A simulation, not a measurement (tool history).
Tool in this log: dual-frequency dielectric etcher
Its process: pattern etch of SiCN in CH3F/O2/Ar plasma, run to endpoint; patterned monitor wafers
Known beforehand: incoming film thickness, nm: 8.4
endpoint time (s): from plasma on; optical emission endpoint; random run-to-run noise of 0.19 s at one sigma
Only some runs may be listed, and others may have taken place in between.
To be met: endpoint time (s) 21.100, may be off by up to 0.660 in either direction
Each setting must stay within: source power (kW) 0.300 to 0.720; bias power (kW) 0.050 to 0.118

{"run": 1, "hour": 0.0, "source power (kW)": 0.51, "bias power (kW)": 0.084, "endpoint time (s)": 18.364}
{"run": 2, "hour": 6.7, "source power (kW)": 0.51, "bias power (kW)": 0.093, "endpoint time (s)": 17.88}
{"run": 3, "hour": 14.7, "source power (kW)": 0.47, "bias power (kW)": 0.089, "endpoint time (s)": 18.891}
{"run": 4, "hour": 18.2, "source power (kW)": 0.45, "bias power (kW)": 0.088, "endpoint time (s)": 19.508}
{"run": 5, "hour": 20.0, "source power (kW)": 0.54, "bias power (kW)": 0.088, "endpoint time (s)": 17.64}
{"run": 6, "hour": 28.0, "source power (kW)": 0.5, "bias power (kW)": 0.086, "endpoint time (s)": 18.252}
{"run": 7, "hour": 35.8, "source power (kW)": 0.47, "bias power (kW)": 0.085, "endpoint time (s)": 19.027}
{"run": 8, "hour": 43.2, "source power (kW)": 0.37, "bias power (kW)": 0.08, "endpoint time (s)": 23.176}
{"run": 9, "hour": 47.9, "source power (kW)": 0.44, "bias power (kW)": 0.082, "endpoint time (s)": 19.984}

5 next moves are on the table. One of them brings every result within its allowed miss. Which?
{"run": "A", "hour": 52.6, "source power (kW)": 0.4, "bias power (kW)": 0.089, "endpoint time (s)": "?"}
{"run": "B", "hour": 52.6, "source power (kW)": 0.48, "bias power (kW)": 0.075, "endpoint time (s)": "?"}
{"run": "C", "hour": 52.6, "source power (kW)": 0.47, "bias power (kW)": 0.083, "endpoint time (s)": "?"}
{"run": "D", "hour": 52.6, "source power (kW)": 0.52, "bias power (kW)": 0.08, "endpoint time (s)": "?"}
{"run": "E", "hour": 52.6, "source power (kW)": 0.49, "bias power (kW)": 0.078, "endpoint time (s)": "?"}

move=A endpoint_time_(s)=20.946
move=B endpoint_time_(s)=19.613
move=C endpoint_time_(s)=19.284
move=D endpoint_time_(s)=18.356
move=E endpoint_time_(s)=19.152
A: in spec on every target
B: further off than the last run
C: further off than the last run
D: further off than the last run
E: further off than the last run
A meets every target.
